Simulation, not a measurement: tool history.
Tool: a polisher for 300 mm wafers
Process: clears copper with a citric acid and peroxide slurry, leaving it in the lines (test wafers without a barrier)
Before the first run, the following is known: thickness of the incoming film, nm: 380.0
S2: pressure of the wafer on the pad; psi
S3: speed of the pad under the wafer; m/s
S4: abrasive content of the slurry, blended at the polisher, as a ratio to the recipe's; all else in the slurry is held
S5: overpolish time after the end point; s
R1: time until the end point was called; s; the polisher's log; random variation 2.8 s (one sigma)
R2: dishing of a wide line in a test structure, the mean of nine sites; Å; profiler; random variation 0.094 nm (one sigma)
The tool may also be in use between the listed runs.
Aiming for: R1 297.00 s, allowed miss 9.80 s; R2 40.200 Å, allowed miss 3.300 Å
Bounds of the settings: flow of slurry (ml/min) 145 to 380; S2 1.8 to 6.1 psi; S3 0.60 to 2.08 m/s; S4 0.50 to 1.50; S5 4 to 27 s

run 1 hour=0.0 | flow_of_slurry_(ml/min)=245 S2=3.9 S3=1.34 S4=1.00 S5=14 | R1=103.06 R2=232.480
run 2 hour=5.7 | flow_of_slurry_(ml/min)=245 S2=3.9 S3=1.34 S4=0.85 S5=14 | R1=109.31 R2=229.070
run 3 hour=10.7 | flow_of_slurry_(ml/min)=220 S2=3.4 S3=1.16 S4=0.90 S5=12 | R1=138.84 R2=187.050
run 4 hour=17.7 | flow_of_slurry_(ml/min)=220 S2=3.4 S3=1.16 S4=0.90 S5=14 | R1=138.89 R2=200.280
run 5 hour=25.0 | flow_of_slurry_(ml/min)=200 S2=3.0 S3=1.02 S4=0.90 S5=12 | R1=174.63 R2=160.060
run 6 hour=29.8 | flow_of_slurry_(ml/min)=200 S2=3.0 S3=0.84 S4=0.90 S5=12 | R1=209.08 R2=137.850
run 7 hour=30.9 | flow_of_slurry_(ml/min)=240 S2=2.7 S3=0.78 S4=1.00 S5=10 | R1=237.00 R2=109.910
run 8 hour=35.8 | flow_of_slurry_(ml/min)=275 S2=2.6 S3=0.74 S4=1.10 S5=9 | R1=243.23 R2=99.486
run 9 hour=38.7 | flow_of_slurry_(ml/min)=300 S2=2.4 S3=0.70 S4=1.20 S5=8 | R1=264.85 R2=84.562

4 candidate next runs follow, results not yet known. Just one meets every target within its allowed miss. Identify it.
run A hour=41.6 | flow_of_slurry_(ml/min)=235 S2=2.5 S3=0.84 S4=1.30 S5=14 | R1=? R2=?
run B hour=41.6 | flow_of_slurry_(ml/min)=315 S2=1.8 S3=0.74 S4=1.30 S5=13 | R1=? R2=?
run C hour=41.6 | flow_of_slurry_(ml/min)=350 S2=2.2 S3=0.62 S4=1.45 S5=4 | R1=? R2=?
run D hour=41.6 | flow_of_slurry_(ml/min)=240 S2=3.0 S3=0.70 S4=1.20 S5=23 | R1=? R2=?

move=A R1=222.72 R2=152.280
move=B R1=301.69 R2=114.400
move=C R1=302.96 R2=40.772
move=D R1=235.40 R2=203.330
A: the biggest miss grows against the last run
B: the biggest miss grows against the last run
C: all results in spec
D: the biggest miss grows against the last run
Go with C: it meets all targets.
